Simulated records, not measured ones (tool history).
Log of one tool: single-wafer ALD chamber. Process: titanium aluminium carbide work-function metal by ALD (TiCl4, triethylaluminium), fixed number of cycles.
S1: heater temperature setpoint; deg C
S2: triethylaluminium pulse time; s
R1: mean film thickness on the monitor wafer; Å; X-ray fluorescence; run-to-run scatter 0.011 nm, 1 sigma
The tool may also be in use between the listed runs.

run 1 hour=0 | S1=310 S2=10.11 | R1=23.947
run 2 hour=3.6 | S1=312 S2=10.42 | R1=24.215
run 3 hour=11.9 | S1=314 S2=10.7 | R1=24.53
run 4 hour=14.7 | S1=314 S2=9.21 | R1=23.982
run 5 hour=23.7 | S1=324 S2=9.21 | R1=24.623
run 6 hour=27.2 | S1=325 S2=9.61 | R1=25.153

For run 7, what comes out?
run 7 hour=33 | S1=326 S2=9.76 | R1=?

R1: 25.193 Å

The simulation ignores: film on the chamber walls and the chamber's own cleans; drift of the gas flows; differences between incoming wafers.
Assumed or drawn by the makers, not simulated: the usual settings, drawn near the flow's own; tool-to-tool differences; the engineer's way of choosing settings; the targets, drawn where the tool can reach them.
